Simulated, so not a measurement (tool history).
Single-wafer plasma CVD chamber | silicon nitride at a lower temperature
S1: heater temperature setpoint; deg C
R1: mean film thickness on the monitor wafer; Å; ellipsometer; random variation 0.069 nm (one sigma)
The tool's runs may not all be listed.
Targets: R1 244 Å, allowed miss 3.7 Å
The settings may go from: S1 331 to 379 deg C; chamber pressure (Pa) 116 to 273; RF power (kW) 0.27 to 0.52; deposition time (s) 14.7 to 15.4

run 1 hour=0 | S1=355 chamber_pressure_(Pa)=195 RF_power_(kW)=0.395 deposition_time_(s)=15.4 | R1=217.82
run 2 hour=7.8 | S1=355 chamber_pressure_(Pa)=216 RF_power_(kW)=0.395 deposition_time_(s)=15.4 | R1=222.98
run 3 hour=14.1 | S1=355 chamber_pressure_(Pa)=224 RF_power_(kW)=0.4 deposition_time_(s)=15.4 | R1=226.6
run 4 hour=15.7 | S1=355 chamber_pressure_(Pa)=231 RF_power_(kW)=0.405 deposition_time_(s)=15.4 | R1=230.1
run 5 hour=20.8 | S1=361 chamber_pressure_(Pa)=231 RF_power_(kW)=0.405 deposition_time_(s)=15.4 | R1=228.6
run 6 hour=24 | S1=361 chamber_pressure_(Pa)=237 RF_power_(kW)=0.405 deposition_time_(s)=15.4 | R1=231.56
run 7 hour=24.7 | S1=361 chamber_pressure_(Pa)=243 RF_power_(kW)=0.405 deposition_time_(s)=15.4 | R1=232.17
run 8 hour=31.5 | S1=361 chamber_pressure_(Pa)=247 RF_power_(kW)=0.405 deposition_time_(s)=15.4 | R1=232.6
run 9 hour=38.3 | S1=361 chamber_pressure_(Pa)=251 RF_power_(kW)=0.41 deposition_time_(s)=15.4 | R1=235.54
run 10 hour=43.6 | S1=361 chamber_pressure_(Pa)=253 RF_power_(kW)=0.41 deposition_time_(s)=15.4 | R1=235.72
run 11 hour=50.2 | S1=361 chamber_pressure_(Pa)=256 RF_power_(kW)=0.41 deposition_time_(s)=15.4 | R1=237.28
run 12 hour=54.5 | S1=361 chamber_pressure_(Pa)=259 RF_power_(kW)=0.41 deposition_time_(s)=15.4 | R1=236.7

4 next moves are on the table. One of them brings every result within its allowed miss. Which?
run A hour=58.8 | S1=372 chamber_pressure_(Pa)=261 RF_power_(kW)=0.43 deposition_time_(s)=15 | R1=?
run B hour=58.8 | S1=359 chamber_pressure_(Pa)=264 RF_power_(kW)=0.435 deposition_time_(s)=15.1 | R1=?
run C hour=58.8 | S1=366 chamber_pressure_(Pa)=268 RF_power_(kW)=0.4 deposition_time_(s)=15.4 | R1=?
run D hour=58.8 | S1=356 chamber_pressure_(Pa)=271 RF_power_(kW)=0.4 deposition_time_(s)=14.9 | R1=?

move=A R1=237.15
move=B R1=242.44
move=C R1=234.36
move=D R1=228.26
A: nearer than the last run, and not there yet
B: meets every target
C: further off than the last run
D: further off than the last run
Answer: B
